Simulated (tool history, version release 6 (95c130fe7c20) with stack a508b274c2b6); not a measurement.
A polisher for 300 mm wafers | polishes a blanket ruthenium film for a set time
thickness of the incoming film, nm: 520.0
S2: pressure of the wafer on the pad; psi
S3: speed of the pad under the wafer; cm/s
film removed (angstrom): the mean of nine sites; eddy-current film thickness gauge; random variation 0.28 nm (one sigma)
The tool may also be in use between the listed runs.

Run 1, day 0: flow of slurry (ml/min) 275, S2 1.7 psi, S3 108 cm/s, polishing time (s) 82. Result: film removed (angstrom) 975.41.
Run 2, day 0.329: flow of slurry (ml/min) 270, S2 1.4 psi, S3 98 cm/s, polishing time (s) 82. Result: film removed (angstrom) 754.03.
Run 3, day 0.412: flow of slurry (ml/min) 270, S2 1.4 psi, S3 98 cm/s, polishing time (s) 82. Result: film removed (angstrom) 754.75.
Run 4, day 0.521: flow of slurry (ml/min) 330, S2 1.4 psi, S3 98 cm/s, polishing time (s) 82. Result: film removed (angstrom) 771.79.
Run 5, day 0.85: flow of slurry (ml/min) 330, S2 1.4 psi, S3 98 cm/s, polishing time (s) 82. Result: film removed (angstrom) 767.56.
At day 1.046: head pressure recalibrated.
Run 6, day 1.046: flow of slurry (ml/min) 330, S2 1.6 psi, S3 98 cm/s, polishing time (s) 82. Result: film removed (angstrom) 824.66.
Run 7, day 1.071: flow of slurry (ml/min) 330, S2 1.4 psi, S3 88 cm/s, polishing time (s) 82. Result: film removed (angstrom) 676.35.

Run 8 comes next. What will it give?
Run 8, day 1.358: flow of slurry (ml/min) 330, S2 1.2 psi, S3 82 cm/s, polishing time (s) 82. Result: film removed (angstrom) ?.

Run 8 gave film removed (angstrom) 552.92.

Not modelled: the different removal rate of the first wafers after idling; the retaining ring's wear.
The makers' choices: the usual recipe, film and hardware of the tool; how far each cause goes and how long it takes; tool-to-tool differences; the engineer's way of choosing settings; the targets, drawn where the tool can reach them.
